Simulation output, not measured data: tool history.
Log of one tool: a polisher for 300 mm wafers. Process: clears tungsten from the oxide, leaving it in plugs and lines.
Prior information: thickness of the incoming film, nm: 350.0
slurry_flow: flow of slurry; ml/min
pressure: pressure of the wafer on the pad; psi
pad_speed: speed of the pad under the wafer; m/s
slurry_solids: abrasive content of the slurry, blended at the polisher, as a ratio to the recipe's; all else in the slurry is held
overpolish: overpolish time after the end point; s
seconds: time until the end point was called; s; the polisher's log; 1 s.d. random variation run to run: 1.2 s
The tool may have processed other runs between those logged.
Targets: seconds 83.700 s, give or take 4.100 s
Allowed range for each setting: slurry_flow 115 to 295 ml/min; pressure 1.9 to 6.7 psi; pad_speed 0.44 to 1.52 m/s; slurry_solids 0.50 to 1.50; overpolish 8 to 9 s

run  hour  slurry_flow  pressure  pad_speed  slurry_solids  overpolish  seconds
  1   0.0          190       4.3       0.98           1.00           9   65.998
  2   6.6          215       4.3       0.98           1.00           9   64.351
  3  11.5          215       4.1       0.98           1.00           9   68.412
  4  19.0          215       4.1       1.22           1.00           9   59.173
  5  21.2          215       5.0       1.22           1.00           9   48.526
  6  26.0          215       4.6       1.20           1.00           9   52.881
  7  34.7          215       4.3       1.18           1.00           9   56.378
  8  35.9          215       4.0       1.16           1.00           9   63.110
  9  39.3          215       3.8       1.16           1.00           9   66.696
 10  47.1          215       2.8       1.14           1.00           9   88.083
 11  54.8          215       2.8       1.14           1.00           9   90.040

Which one of the following 5 next-run settings gets every result inside its allowed miss? There is exactly one.
  A  62.5          200       2.7       1.12           0.90           9        ?
  B  62.5          185       2.7       1.16           1.00           9        ?
  C  62.5          225       2.9       1.18           1.00           8        ?
  D  62.5          215       2.4       1.16           1.05           8        ?
  E  62.5          180       2.0       1.32           1.05           9        ?

move  seconds
   A   97.922
   B   93.831
   C   84.315
   D  101.300
   E  112.020
A: the biggest miss grows against the last run
B: the biggest miss grows against the last run
C: meets every target
D: the biggest miss grows against the last run
E: the biggest miss grows against the last run
Answer: C
